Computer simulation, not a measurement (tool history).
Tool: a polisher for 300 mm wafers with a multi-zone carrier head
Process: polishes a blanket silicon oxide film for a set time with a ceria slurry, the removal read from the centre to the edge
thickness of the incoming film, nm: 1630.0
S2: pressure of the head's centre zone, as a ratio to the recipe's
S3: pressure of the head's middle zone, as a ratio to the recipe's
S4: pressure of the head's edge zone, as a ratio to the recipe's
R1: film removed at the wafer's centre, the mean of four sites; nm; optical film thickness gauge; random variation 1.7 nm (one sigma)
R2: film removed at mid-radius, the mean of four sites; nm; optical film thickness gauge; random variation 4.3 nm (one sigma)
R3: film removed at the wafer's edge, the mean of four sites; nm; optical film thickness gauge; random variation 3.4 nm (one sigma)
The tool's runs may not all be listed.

run 1 day=0 | flow_of_slurry_(ml/min)=290 S2=1 S3=1 S4=1 polishing_time_(s)=50 | R1=217.01 R2=215.35 R3=213.95
run 2 day=0.325 | flow_of_slurry_(ml/min)=290 S2=1.08 S3=1 S4=1 polishing_time_(s)=50 | R1=230.68 R2=218.27 R3=212.52
run 3 day=0.592 | flow_of_slurry_(ml/min)=230 S2=1.08 S3=1 S4=1 polishing_time_(s)=50 | R1=224.37 R2=209.59 R3=212.33
run 4 day=0.875 | flow_of_slurry_(ml/min)=230 S2=1.08 S3=0.95 S4=1 polishing_time_(s)=50 | R1=224.3 R2=202.5 R3=211.94
run 5 day=0.971 | flow_of_slurry_(ml/min)=230 S2=1.08 S3=0.95 S4=1 polishing_time_(s)=62 | R1=278.86 R2=248.75 R3=253.38
run 6 day=1.1 | flow_of_slurry_(ml/min)=230 S2=1.08 S3=0.95 S4=1 polishing_time_(s)=57 | R1=257 R2=231.7 R3=237.07
run 7 day=1.338 | flow_of_slurry_(ml/min)=225 S2=1.05 S3=0.99 S4=1.03 polishing_time_(s)=60 | R1=261.67 R2=249.44 R3=254.81
run 8 day=1.558 | flow_of_slurry_(ml/min)=230 S2=1.05 S3=1.03 S4=1.06 polishing_time_(s)=61 | R1=268.34 R2=270.53 R3=257.34
run 9 day=1.879 | flow_of_slurry_(ml/min)=225 S2=1.03 S3=1.03 S4=1.08 polishing_time_(s)=63 | R1=269.76 R2=276.02 R3=269.3
run 10 day=1.933 | flow_of_slurry_(ml/min)=225 S2=1.02 S3=1.04 S4=1.1 polishing_time_(s)=64 | R1=278.11 R2=286.49 R3=278.51

Forecast run 11:
run 11 day=2.225 | flow_of_slurry_(ml/min)=225 S2=1 S3=1.05 S4=1.12 polishing_time_(s)=65 | R1=? R2=? R3=?

Run 11 gave R1 272.65 nm, R2 288.63 nm, R3 286.28 nm.
